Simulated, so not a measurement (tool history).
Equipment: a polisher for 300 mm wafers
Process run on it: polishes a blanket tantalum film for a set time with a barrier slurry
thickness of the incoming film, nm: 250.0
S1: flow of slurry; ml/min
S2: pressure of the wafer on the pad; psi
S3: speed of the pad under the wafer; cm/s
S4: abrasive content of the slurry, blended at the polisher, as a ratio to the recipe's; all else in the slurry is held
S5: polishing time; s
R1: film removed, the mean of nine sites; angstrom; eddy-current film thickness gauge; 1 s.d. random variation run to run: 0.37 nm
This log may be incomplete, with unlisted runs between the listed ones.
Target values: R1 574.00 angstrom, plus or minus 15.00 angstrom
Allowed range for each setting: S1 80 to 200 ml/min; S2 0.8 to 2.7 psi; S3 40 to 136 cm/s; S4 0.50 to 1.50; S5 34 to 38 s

run 1 hour=0.0 | S1=130 S2=1.7 S3=88 S4=1.00 S5=38 | R1=387.82
run 2 hour=5.7 | S1=140 S2=1.9 S3=88 S4=1.00 S5=38 | R1=434.71
run 3 hour=8.2 | S1=145 S2=2.1 S3=88 S4=1.00 S5=38 | R1=482.05
run 4 hour=17.1 | S1=150 S2=2.2 S3=88 S4=1.00 S5=38 | R1=505.08
run 5 hour=22.3 | S1=150 S2=1.8 S3=88 S4=1.00 S5=38 | R1=420.32
run 6 hour=27.3 | S1=150 S2=1.6 S3=88 S4=1.00 S5=38 | R1=373.01
run 7 hour=33.9 | S1=150 S2=1.9 S3=88 S4=1.00 S5=38 | R1=445.51
run 8 hour=40.2 | S1=160 S2=2.0 S3=88 S4=1.00 S5=38 | R1=469.84
run 9 hour=42.5 | S1=165 S2=2.1 S3=88 S4=1.00 S5=38 | R1=489.68
run 10 hour=50.3 | S1=165 S2=2.1 S3=88 S4=1.00 S5=38 | R1=489.34
run 11 hour=55.4 | S1=165 S2=2.2 S3=88 S4=1.00 S5=38 | R1=510.98
run 12 hour=56.3 | S1=165 S2=2.3 S3=88 S4=1.00 S5=38 | R1=535.10

Exactly one of the 5 candidate moves below puts every result within its allowed miss. Which one?
run A hour=57.2 | S1=165 S2=2.4 S3=86 S4=1.05 S5=34 | R1=?
run B hour=57.2 | S1=200 S2=2.4 S3=70 S4=1.15 S5=37 | R1=?
run C hour=57.2 | S1=160 S2=1.8 S3=102 S4=1.05 S5=35 | R1=?
run D hour=57.2 | S1=125 S2=2.2 S3=94 S4=1.20 S5=35 | R1=?
run E hour=57.2 | S1=175 S2=2.1 S3=102 S4=1.25 S5=35 | R1=?

move=A R1=498.16
move=B R1=470.39
move=C R1=455.25
move=D R1=515.38
move=E R1=567.42
A: its largest miss is bigger than the last run's
B: its largest miss is bigger than the last run's
C: its largest miss is bigger than the last run's
D: its largest miss is bigger than the last run's
E: all results in spec
So the answer is move E, the one that meets all the targets.
